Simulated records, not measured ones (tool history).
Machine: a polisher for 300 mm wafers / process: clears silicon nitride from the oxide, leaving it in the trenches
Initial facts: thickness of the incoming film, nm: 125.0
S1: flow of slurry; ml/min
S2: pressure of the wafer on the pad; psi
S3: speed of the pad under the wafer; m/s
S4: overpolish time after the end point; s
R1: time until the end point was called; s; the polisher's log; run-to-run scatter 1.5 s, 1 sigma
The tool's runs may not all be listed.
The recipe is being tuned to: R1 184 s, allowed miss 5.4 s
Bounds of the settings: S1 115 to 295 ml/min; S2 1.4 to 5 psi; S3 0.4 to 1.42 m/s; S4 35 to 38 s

Run 1, hour 0: S1 190 ml/min, S2 3.2 psi, S3 0.9 m/s, S4 35 s. Result: R1 146.2 s.
Run 2, hour 1.3: S1 155 ml/min, S2 3.2 psi, S3 0.9 m/s, S4 35 s. Result: R1 151.7 s.
Run 3, hour 9.7: S1 155 ml/min, S2 3.2 psi, S3 1.12 m/s, S4 35 s. Result: R1 127.08 s.
Run 4, hour 13.3: S1 155 ml/min, S2 2.6 psi, S3 1.12 m/s, S4 35 s. Result: R1 155.4 s.
Run 5, hour 16.9: S1 150 ml/min, S2 2.5 psi, S3 1.12 m/s, S4 35 s. Result: R1 164.23 s.
Run 6, hour 18: S1 150 ml/min, S2 3.2 psi, S3 1.12 m/s, S4 35 s. Result: R1 127.79 s.
Run 7, hour 19.1: S1 145 ml/min, S2 3.1 psi, S3 1.12 m/s, S4 35 s. Result: R1 132.84 s.
Run 8, hour 23.2: S1 145 ml/min, S2 3 psi, S3 1.12 m/s, S4 35 s. Result: R1 136.35 s.
Run 9, hour 27.5: S1 145 ml/min, S2 2.9 psi, S3 1.12 m/s, S4 35 s. Result: R1 139.77 s.
Run 10, hour 32.6: S1 145 ml/min, S2 2.8 psi, S3 1.12 m/s, S4 35 s. Result: R1 147.94 s.
Run 11, hour 39.8: S1 140 ml/min, S2 2.7 psi, S3 1.12 m/s, S4 35 s. Result: R1 151.23 s.
Run 12, hour 44.3: S1 140 ml/min, S2 1.9 psi, S3 1.12 m/s, S4 35 s. Result: R1 213.02 s.

Which single option among these 5 for the next run brings every result within its allowed miss of target? Just one does.
Run A, hour 48.8: S1 135 ml/min, S2 2.1 psi, S3 0.92 m/s, S4 38 s. Result: R1 ?.
Run B, hour 48.8: S1 115 ml/min, S2 2.4 psi, S3 1.12 m/s, S4 35 s. Result: R1 ?.
Run C, hour 48.8: S1 155 ml/min, S2 2.4 psi, S3 1 m/s, S4 38 s. Result: R1 ?.
Run D, hour 48.8: S1 145 ml/min, S2 2.1 psi, S3 1.06 m/s, S4 35 s. Result: R1 ?.
Run E, hour 48.8: S1 140 ml/min, S2 1.6 psi, S3 1.12 m/s, S4 37 s. Result: R1 ?.

move      R1
   A  225.56
   B  175.96
   C  182.78
   D  200.79
   E  250.55
A: its largest miss is bigger than the last run's
B: moves the result that the last run missed by most past its target, out the other side
C: in spec on every target
D: closes in on the targets versus the last run, not all within tolerance yet
E: its largest miss is bigger than the last run's
C meets every target.
